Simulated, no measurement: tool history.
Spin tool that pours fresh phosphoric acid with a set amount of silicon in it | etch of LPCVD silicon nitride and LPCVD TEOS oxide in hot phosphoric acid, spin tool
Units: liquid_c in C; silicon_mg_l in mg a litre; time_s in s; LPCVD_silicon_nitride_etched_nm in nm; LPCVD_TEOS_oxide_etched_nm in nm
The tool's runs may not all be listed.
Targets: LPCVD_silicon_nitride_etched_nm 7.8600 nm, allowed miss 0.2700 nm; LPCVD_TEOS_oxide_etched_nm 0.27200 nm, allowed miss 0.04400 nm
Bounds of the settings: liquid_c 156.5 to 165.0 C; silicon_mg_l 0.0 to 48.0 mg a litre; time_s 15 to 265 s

| run | hour | liquid_c | silicon_mg_l | time_s | LPCVD_silicon_nitride_etched_nm | LPCVD_TEOS_oxide_etched_nm |
|---|---|---|---|---|---|---|
| 1 | 0.0 | 160.0 | 21.0 | 135 | 12.4140 | 0.41331 |
| 2 | 0.5 | 159.5 | 20.0 | 120 | 10.7800 | 0.37266 |
| 3 | 7.6 | 159.0 | 19.5 | 110 | 9.8826 | 0.33342 |
| 4 | 16.5 | 158.5 | 19.0 | 105 | 9.1499 | 0.34253 |
| 5 | 23.9 | 158.5 | 13.5 | 105 | 9.1550 | 0.33240 |
| 6 | 25.9 | 159.5 | 13.5 | 105 | 9.5259 | 0.36792 |
| 7 | 32.9 | 159.0 | 15.0 | 100 | 8.9264 | 0.32684 |
| 8 | 37.9 | 158.5 | 16.0 | 100 | 8.7645 | 0.34188 |
| 9 | 41.0 | 157.0 | 23.5 | 90 | 7.4463 | 0.20168 |
| 10 | 45.9 | 157.5 | 22.0 | 90 | 7.6450 | 0.23795 |

4 next moves are on the table. One of them brings every result within its allowed miss. Which?
| A | 50.8 | 159.0 | 33.0 | 85 | ? | ? |
| B | 50.8 | 157.0 | 15.5 | 95 | ? | ? |
| C | 50.8 | 157.5 | 16.5 | 85 | ? | ? |
| D | 50.8 | 158.0 | 5.5 | 85 | ? | ? |

| move | LPCVD_silicon_nitride_etched_nm | LPCVD_TEOS_oxide_etched_nm |
|---|---|---|
| A | 7.6502 | 0.15717 |
| B | 7.9898 | 0.27157 |
| C | 7.2714 | 0.24589 |
| D | 7.3958 | 0.32820 |
A: brings the result that was furthest off to its target, and leaves another outside
B: meets every target
C: further off than the last run
D: further off than the last run
Move B is the one to make.

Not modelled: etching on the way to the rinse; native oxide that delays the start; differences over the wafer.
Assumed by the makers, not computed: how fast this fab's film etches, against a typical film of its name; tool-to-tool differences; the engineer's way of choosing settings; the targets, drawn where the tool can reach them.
